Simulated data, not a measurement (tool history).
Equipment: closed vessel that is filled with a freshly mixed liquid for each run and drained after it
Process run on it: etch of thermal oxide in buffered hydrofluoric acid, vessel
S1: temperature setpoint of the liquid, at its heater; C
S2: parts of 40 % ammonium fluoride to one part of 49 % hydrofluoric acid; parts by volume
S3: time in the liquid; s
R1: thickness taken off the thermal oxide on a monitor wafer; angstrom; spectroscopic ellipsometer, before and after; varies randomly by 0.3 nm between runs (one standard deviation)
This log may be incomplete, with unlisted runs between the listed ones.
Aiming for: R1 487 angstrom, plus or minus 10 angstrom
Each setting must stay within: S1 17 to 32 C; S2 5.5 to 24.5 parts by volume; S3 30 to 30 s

run,day,S1,S2,S3,R1
1,0,25,15,30,238.28
2,0.296,25,13.5,30,265
3,0.412,22,13.5,30,222.97
4,0.521,22,15.5,30,196.37
5,0.604,24.5,14,30,249.18
6,0.904,24.5,14,30,249
7,1.283,26.5,13,30,301.21
8,1.458,28,12.5,30,334.41
9,1.625,28,12.5,30,338.09
10,1.833,32,9.5,30,535.48
11,1.933,31.5,9.5,30,512.95
12,2.192,31,9.5,30,505.16

4 candidate next runs follow, results not yet known. Just one meets every target within its allowed miss. Identify it.
A,2.45,31.5,10,30,?
B,2.45,29.5,8.5,30,?
C,2.45,28.5,8.5,30,?
D,2.45,30.5,9,30,?

move,R1
A,505.19
B,517.24
C,490.68
D,512.31
A: about the same distance from the targets as the last run
B: its largest miss is bigger than the last run's
C: all results land within tolerance of their targets
D: its largest miss is bigger than the last run's
Move C is the one to make.
